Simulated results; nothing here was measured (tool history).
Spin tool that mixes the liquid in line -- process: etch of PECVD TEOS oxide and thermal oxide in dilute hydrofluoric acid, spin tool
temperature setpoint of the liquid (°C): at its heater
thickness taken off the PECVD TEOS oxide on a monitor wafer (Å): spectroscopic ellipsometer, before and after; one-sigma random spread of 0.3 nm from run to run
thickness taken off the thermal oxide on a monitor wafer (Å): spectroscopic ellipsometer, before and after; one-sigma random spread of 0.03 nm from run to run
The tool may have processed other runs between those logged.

run	day	temperature setpoint of the liquid (°C)	parts of water to one part of 49 % hydrofluoric acid (parts by volume)	time under the liquid (s)	thickness taken off the PECVD TEOS oxide on a monitor wafer (Å)	thickness taken off the thermal oxide on a monitor wafer (Å)
1	0.000	21.0	165	180	254.48	46.809
2	0.233	21.0	135	180	326.27	58.258
3	0.429	21.0	155	180	275.35	49.716
4	0.546	21.0	155	150	234.14	41.540
5	0.912	22.5	155	150	245.41	44.058
6	1.158	20.5	155	150	224.65	40.719
7	1.267	22.0	155	150	238.92	43.285
8	1.379	23.5	155	150	256.29	46.229
9	1.742	24.5	155	150	258.59	47.645
10	1.983	25.0	155	150	266.95	48.749

The next listed run, before its measurement:
11	2.167	25.5	155	150	?	?

{"run 11": {"thickness taken off the PECVD TEOS oxide on a monitor wafer (Å)": 275.92, "thickness taken off the thermal oxide on a monitor wafer (Å)": 49.443}}
